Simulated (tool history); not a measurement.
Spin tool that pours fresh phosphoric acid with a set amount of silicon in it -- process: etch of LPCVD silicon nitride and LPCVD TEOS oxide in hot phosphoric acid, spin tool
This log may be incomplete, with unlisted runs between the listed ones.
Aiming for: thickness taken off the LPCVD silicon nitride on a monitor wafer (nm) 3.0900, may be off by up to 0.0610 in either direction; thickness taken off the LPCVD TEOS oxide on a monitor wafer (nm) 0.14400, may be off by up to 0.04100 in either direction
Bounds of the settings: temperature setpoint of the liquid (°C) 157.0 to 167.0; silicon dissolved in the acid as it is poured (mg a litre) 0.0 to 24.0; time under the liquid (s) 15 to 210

run,hour,temperature setpoint of the liquid (°C),silicon dissolved in the acid as it is poured (mg a litre),time under the liquid (s),thickness taken off the LPCVD silicon nitride on a monitor wafer (nm),thickness taken off the LPCVD TEOS oxide on a monitor wafer (nm)
1,0.0,162.0,10.5,105,9.3204,0.51164
2,3.2,160.5,10.5,80,6.7071,0.33009
3,4.0,159.5,9.0,65,5.2907,0.26268
4,5.9,159.0,8.5,55,4.3492,0.19706
5,9.9,159.0,5.5,55,4.3858,0.22647
6,14.9,159.0,9.5,55,4.4101,0.21296
7,21.5,159.0,9.5,55,4.3831,0.19160
8,27.4,158.5,8.0,50,3.9076,0.17334
9,35.6,157.0,2.0,35,2.5847,0.15285
10,40.0,157.5,3.5,35,2.6633,0.15172
11,46.8,160.0,10.5,35,2.8893,0.15820
12,47.9,159.5,11.0,35,2.8613,0.13084
13,51.8,159.5,10.5,35,2.8374,0.13265

Next run, 5 choices. One meets every target within its allowed miss, the rest don't. Which?
A,55.7,160.0,7.0,40,?,?
B,55.7,157.0,11.5,35,?,?
C,55.7,161.0,9.5,35,?,?
D,55.7,159.5,0.0,30,?,?
E,55.7,162.0,15.0,35,?,?

move,thickness taken off the LPCVD silicon nitride on a monitor wafer (nm),thickness taken off the LPCVD TEOS oxide on a monitor wafer (nm)
A,3.3290,0.15977
B,2.6318,0.10128
C,3.0121,0.14268
D,2.4551,0.13230
E,3.1143,0.13501
A: carries the result that was furthest off beyond its target, to the other side
B: its largest miss is bigger than the last run's
C: closer than the last run, but not yet in spec
D: its largest miss is bigger than the last run's
E: every result lands within tolerance
Go with E: it meets all targets.

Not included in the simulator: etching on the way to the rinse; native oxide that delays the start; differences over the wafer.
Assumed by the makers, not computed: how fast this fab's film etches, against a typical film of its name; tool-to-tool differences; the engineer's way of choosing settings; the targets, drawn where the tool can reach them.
